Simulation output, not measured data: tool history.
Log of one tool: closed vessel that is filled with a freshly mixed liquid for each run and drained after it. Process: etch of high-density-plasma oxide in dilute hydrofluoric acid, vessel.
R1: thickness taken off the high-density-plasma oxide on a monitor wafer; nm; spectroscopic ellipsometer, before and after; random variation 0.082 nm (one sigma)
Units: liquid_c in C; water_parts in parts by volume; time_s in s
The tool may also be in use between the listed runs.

run 1 day=0.000 | liquid_c=22.0 water_parts=45 time_s=115 | R1=15.3450
run 2 day=0.171 | liquid_c=20.5 water_parts=50 time_s=115 | R1=12.8790
run 3 day=0.454 | liquid_c=20.5 water_parts=40 time_s=115 | R1=16.4010
run 4 day=0.679 | liquid_c=20.5 water_parts=40 time_s=115 | R1=16.3310
run 5 day=0.950 | liquid_c=20.5 water_parts=40 time_s=85 | R1=11.9640
run 6 day=1.304 | liquid_c=20.5 water_parts=40 time_s=85 | R1=12.0300
run 7 day=1.488 | liquid_c=19.5 water_parts=40 time_s=85 | R1=11.6180

Run 8 comes next. What will it give?
run 8 day=1.625 | liquid_c=17.0 water_parts=45 time_s=85 | R1=?

Run 8 gave R1 9.1816 nm.
